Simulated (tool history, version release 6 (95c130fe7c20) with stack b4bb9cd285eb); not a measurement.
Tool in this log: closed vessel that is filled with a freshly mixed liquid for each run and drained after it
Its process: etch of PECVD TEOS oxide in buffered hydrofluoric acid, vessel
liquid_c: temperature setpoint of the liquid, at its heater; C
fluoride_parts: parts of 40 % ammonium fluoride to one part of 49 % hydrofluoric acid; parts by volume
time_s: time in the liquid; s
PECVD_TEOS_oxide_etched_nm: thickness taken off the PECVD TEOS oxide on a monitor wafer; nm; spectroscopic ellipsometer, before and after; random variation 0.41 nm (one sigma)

Run 1, hour 0: liquid_c 23 C, fluoride_parts 12.5 parts by volume, time_s 95 s. Result: PECVD_TEOS_oxide_etched_nm 133.07 nm.
Run 2, hour 1.7: liquid_c 25 C, fluoride_parts 12.5 parts by volume, time_s 95 s. Result: PECVD_TEOS_oxide_etched_nm 148.48 nm.
Run 3, hour 6.9: liquid_c 23.5 C, fluoride_parts 13 parts by volume, time_s 95 s. Result: PECVD_TEOS_oxide_etched_nm 132.69 nm.
Run 4, hour 7.6: liquid_c 23.5 C, fluoride_parts 14.5 parts by volume, time_s 95 s. Result: PECVD_TEOS_oxide_etched_nm 117.6 nm.
Run 5, hour 8.8: liquid_c 23.5 C, fluoride_parts 12.5 parts by volume, time_s 95 s. Result: PECVD_TEOS_oxide_etched_nm 138.12 nm.
Run 6, hour 12.9: liquid_c 23.5 C, fluoride_parts 12.5 parts by volume, time_s 95 s. Result: PECVD_TEOS_oxide_etched_nm 136.14 nm.

Run 7 comes next. What will it give?
Run 7, hour 19.9: liquid_c 22 C, fluoride_parts 13 parts by volume, time_s 95 s. Result: PECVD_TEOS_oxide_etched_nm ?.

Run 7 measured PECVD_TEOS_oxide_etched_nm 122.23 nm.
